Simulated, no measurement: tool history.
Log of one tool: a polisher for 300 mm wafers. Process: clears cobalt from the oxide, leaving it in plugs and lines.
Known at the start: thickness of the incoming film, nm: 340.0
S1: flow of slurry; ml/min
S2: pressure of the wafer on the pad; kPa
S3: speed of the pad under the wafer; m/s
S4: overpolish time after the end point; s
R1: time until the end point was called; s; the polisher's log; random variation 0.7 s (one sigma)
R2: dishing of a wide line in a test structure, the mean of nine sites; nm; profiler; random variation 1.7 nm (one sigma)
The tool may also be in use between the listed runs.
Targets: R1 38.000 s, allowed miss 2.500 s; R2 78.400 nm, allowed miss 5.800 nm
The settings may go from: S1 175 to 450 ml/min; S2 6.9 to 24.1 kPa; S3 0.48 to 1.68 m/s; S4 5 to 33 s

{"run": 1, "hour": 0.0, "S1": 290, "S2": 15.2, "S3": 1.08, "S4": 17, "R1": 52.049, "R2": 63.654}
{"run": 2, "hour": 5.0, "S1": 290, "S2": 15.2, "S3": 0.84, "S4": 17, "R1": 63.414, "R2": 57.029}
{"run": 3, "hour": 10.3, "S1": 290, "S2": 16.5, "S3": 0.84, "S4": 17, "R1": 58.488, "R2": 59.376}
{"run": 4, "hour": 18.4, "S1": 290, "S2": 16.5, "S3": 0.84, "S4": 10, "R1": 58.485, "R2": 43.583}
{"run": 5, "hour": 22.0, "S1": 290, "S2": 17.2, "S3": 0.84, "S4": 11, "R1": 54.722, "R2": 46.141}
{"run": 6, "hour": 27.8, "S1": 290, "S2": 17.2, "S3": 0.7, "S4": 11, "R1": 66.668, "R2": 40.746}
{"run": 7, "hour": 32.9, "S1": 290, "S2": 17.9, "S3": 0.72, "S4": 12, "R1": 59.037, "R2": 47.02}
{"run": 8, "hour": 40.2, "S1": 290, "S2": 18.6, "S3": 0.72, "S4": 13, "R1": 59.64, "R2": 48.776}
{"run": 9, "hour": 44.9, "S1": 290, "S2": 19.3, "S3": 0.74, "S4": 13, "R1": 55.646, "R2": 50.892}
{"run": 10, "hour": 53.1, "S1": 290, "S2": 20.0, "S3": 0.76, "S4": 13, "R1": 52.074, "R2": 51.377}
{"run": 11, "hour": 61.7, "S1": 290, "S2": 20.0, "S3": 0.78, "S4": 14, "R1": 52.728, "R2": 56.802}
{"run": 12, "hour": 63.7, "S1": 290, "S2": 20.7, "S3": 0.8, "S4": 14, "R1": 50.309, "R2": 57.619}
{"run": 13, "hour": 67.2, "S1": 290, "S2": 20.7, "S3": 0.82, "S4": 14, "R1": 48.661, "R2": 58.244}
{"run": 14, "hour": 70.8, "S1": 290, "S2": 20.7, "S3": 0.84, "S4": 14, "R1": 47.228, "R2": 61.922}
{"run": 15, "hour": 77.4, "S1": 290, "S2": 22.8, "S3": 0.88, "S4": 15, "R1": 41.132, "R2": 67.322}
{"run": 16, "hour": 83.6, "S1": 290, "S2": 23.4, "S3": 0.9, "S4": 16, "R1": 39.33, "R2": 70.836}
{"run": 17, "hour": 87.8, "S1": 290, "S2": 24.1, "S3": 0.9, "S4": 17, "R1": 37.675, "R2": 71.51}

5 next moves are on the table. One of them brings every result within its allowed miss. Which?
{"run": "A", "hour": 92.0, "S1": 210, "S2": 18.6, "S3": 1.2, "S4": 13, "R1": "?", "R2": "?"}
{"run": "B", "hour": 92.0, "S1": 290, "S2": 24.1, "S3": 1.08, "S4": 17, "R1": "?", "R2": "?"}
{"run": "C", "hour": 92.0, "S1": 330, "S2": 24.1, "S3": 0.9, "S4": 21, "R1": "?", "R2": "?"}
{"run": "D", "hour": 92.0, "S1": 320, "S2": 23.4, "S3": 1.1, "S4": 17, "R1": "?", "R2": "?"}
{"run": "E", "hour": 92.0, "S1": 295, "S2": 20.0, "S3": 0.9, "S4": 25, "R1": "?", "R2": "?"}

move=A R1=38.788 R2=63.448
move=B R1=31.683 R2=77.333
move=C R1=36.553 R2=79.077
move=D R1=31.781 R2=77.260
move=E R1=44.407 R2=78.698
A: further off than the last run
B: brings the result that was furthest off to its target, and leaves another outside
C: meets every target
D: brings the result that was furthest off to its target, and leaves another outside
E: brings the result that was furthest off to its target, and leaves another outside
Move C is the one to make.
